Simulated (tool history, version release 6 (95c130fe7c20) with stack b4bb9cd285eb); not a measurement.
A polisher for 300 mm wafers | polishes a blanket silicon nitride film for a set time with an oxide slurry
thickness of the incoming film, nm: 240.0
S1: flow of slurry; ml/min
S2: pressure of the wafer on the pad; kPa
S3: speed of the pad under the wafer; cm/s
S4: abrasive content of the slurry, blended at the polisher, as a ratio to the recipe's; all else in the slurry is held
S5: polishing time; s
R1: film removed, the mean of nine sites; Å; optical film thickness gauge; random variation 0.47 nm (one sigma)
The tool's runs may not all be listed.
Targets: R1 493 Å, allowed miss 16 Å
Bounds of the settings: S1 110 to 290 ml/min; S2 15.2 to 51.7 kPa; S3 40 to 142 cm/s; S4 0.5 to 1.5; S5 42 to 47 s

run 1 day=0 | S1=185 S2=33.1 S3=90 S4=1 S5=47 | R1=404.1
run 2 day=0.196 | S1=190 S2=34.5 S3=90 S4=1 S5=47 | R1=419.16
run 3 day=0.412 | S1=190 S2=35.9 S3=90 S4=1 S5=47 | R1=438.62
run 4 day=0.458 | S1=190 S2=35.9 S3=90 S4=1.1 S5=47 | R1=445.64
run 5 day=0.55 | S1=190 S2=36.5 S3=90 S4=1.1 S5=47 | R1=463.48
-- day=0.804 slurry nozzle cleaned
run 6 day=0.804 | S1=190 S2=36.5 S3=90 S4=1.1 S5=42 | R1=428.76
run 7 day=0.838 | S1=190 S2=37.2 S3=90 S4=1.1 S5=42 | R1=434.71
run 8 day=0.988 | S1=190 S2=37.9 S3=90 S4=1.1 S5=42 | R1=442.7

5 next moves are on the table. One of them brings every result within its allowed miss. Which?
run A day=1.138 | S1=205 S2=44.1 S3=102 S4=0.9 S5=42 | R1=?
run B day=1.138 | S1=160 S2=37.2 S3=94 S4=0.9 S5=47 | R1=?
run C day=1.138 | S1=170 S2=39.3 S3=98 S4=1.3 S5=44 | R1=?
run D day=1.138 | S1=210 S2=39.3 S3=90 S4=1.1 S5=45 | R1=?
run E day=1.138 | S1=180 S2=44.1 S3=80 S4=1.25 S5=47 | R1=?

move=A R1=525.87
move=B R1=455.97
move=C R1=524.01
move=D R1=495.13
move=E R1=540.22
A: takes the result that was furthest off past its target
B: nearer than the last run, and not there yet
C: takes the result that was furthest off past its target
D: meets every target
E: takes the result that was furthest off past its target
Answer: D
